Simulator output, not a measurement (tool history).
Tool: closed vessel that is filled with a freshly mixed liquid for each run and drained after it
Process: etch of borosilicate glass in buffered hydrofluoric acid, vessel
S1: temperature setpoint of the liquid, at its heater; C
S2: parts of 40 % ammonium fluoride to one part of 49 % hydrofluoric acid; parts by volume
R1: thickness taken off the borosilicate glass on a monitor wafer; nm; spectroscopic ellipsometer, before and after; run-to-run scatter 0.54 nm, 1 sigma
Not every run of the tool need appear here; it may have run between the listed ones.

run 1 hour=0.0 | S1=24.0 S2=12.5 time_in_the_liquid_(s)=100 | R1=108.870
run 2 hour=7.0 | S1=23.0 S2=12.5 time_in_the_liquid_(s)=100 | R1=103.640
run 3 hour=11.5 | S1=23.0 S2=12.5 time_in_the_liquid_(s)=100 | R1=105.410
run 4 hour=15.1 | S1=21.5 S2=13.0 time_in_the_liquid_(s)=100 | R1=90.707
run 5 hour=23.4 | S1=21.5 S2=13.0 time_in_the_liquid_(s)=105 | R1=96.070
run 6 hour=28.6 | S1=20.5 S2=13.0 time_in_the_liquid_(s)=105 | R1=90.598
run 7 hour=30.7 | S1=19.5 S2=13.0 time_in_the_liquid_(s)=105 | R1=84.971
run 8 hour=33.3 | S1=19.0 S2=13.0 time_in_the_liquid_(s)=105 | R1=84.101

What does the tool deliver on the next run?
run 9 hour=36.8 | S1=18.5 S2=13.0 time_in_the_liquid_(s)=105 | R1=?

{"run 9": {"R1": 81.924}}
